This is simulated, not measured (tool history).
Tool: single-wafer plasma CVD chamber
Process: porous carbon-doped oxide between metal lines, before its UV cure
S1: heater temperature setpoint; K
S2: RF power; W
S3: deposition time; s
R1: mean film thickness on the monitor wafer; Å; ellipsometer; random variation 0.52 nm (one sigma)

run	hour	S1	S2	S3	R1
1	0	588.15	670	20.9	1324.4
2	3.7	585.15	675	20.9	1359
3	12.6	583.15	675	20.9	1361.1
4	18.1	587.15	675	20.9	1332.8
5	27	585.15	680	20.9	1355.8
6	29.7	585.15	595	20.9	1238.7

The next listed run, before its measurement:
7	30.5	581.15	605	20.9	?

{"run 7": {"R1": 1271.9}}
